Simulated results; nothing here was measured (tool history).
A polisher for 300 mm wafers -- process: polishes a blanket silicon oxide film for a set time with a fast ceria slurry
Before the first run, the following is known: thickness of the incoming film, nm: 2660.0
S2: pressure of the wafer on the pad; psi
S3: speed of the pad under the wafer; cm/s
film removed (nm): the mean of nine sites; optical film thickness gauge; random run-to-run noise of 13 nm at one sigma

{"run": 1, "hour": 0.0, "flow of slurry (ml/min)": 200, "S2": 2.9, "S3": 80, "polishing time (s)": 95, "film removed (nm)": 1137.9}
{"run": 2, "hour": 1.5, "flow of slurry (ml/min)": 250, "S2": 2.9, "S3": 80, "polishing time (s)": 95, "film removed (nm)": 1155.4}
{"run": 3, "hour": 5.0, "flow of slurry (ml/min)": 220, "S2": 2.9, "S3": 80, "polishing time (s)": 95, "film removed (nm)": 1150}
{"run": 4, "hour": 12.8, "flow of slurry (ml/min)": 220, "S2": 3.1, "S3": 80, "polishing time (s)": 95, "film removed (nm)": 1215.9}
{"run": 5, "hour": 19.2, "flow of slurry (ml/min)": 170, "S2": 3.1, "S3": 80, "polishing time (s)": 95, "film removed (nm)": 1165.7}
{"run": 6, "hour": 27.8, "flow of slurry (ml/min)": 180, "S2": 3.3, "S3": 80, "polishing time (s)": 95, "film removed (nm)": 1250.2}
{"run": 7, "hour": 35.5, "flow of slurry (ml/min)": 195, "S2": 4.1, "S3": 80, "polishing time (s)": 95, "film removed (nm)": 1521.9}

Run 8 comes next. What will it give?
{"run": 8, "hour": 42.9, "flow of slurry (ml/min)": 200, "S2": 4.2, "S3": 80, "polishing time (s)": 95, "film removed (nm)": "?"}

film removed (nm): 1573.6

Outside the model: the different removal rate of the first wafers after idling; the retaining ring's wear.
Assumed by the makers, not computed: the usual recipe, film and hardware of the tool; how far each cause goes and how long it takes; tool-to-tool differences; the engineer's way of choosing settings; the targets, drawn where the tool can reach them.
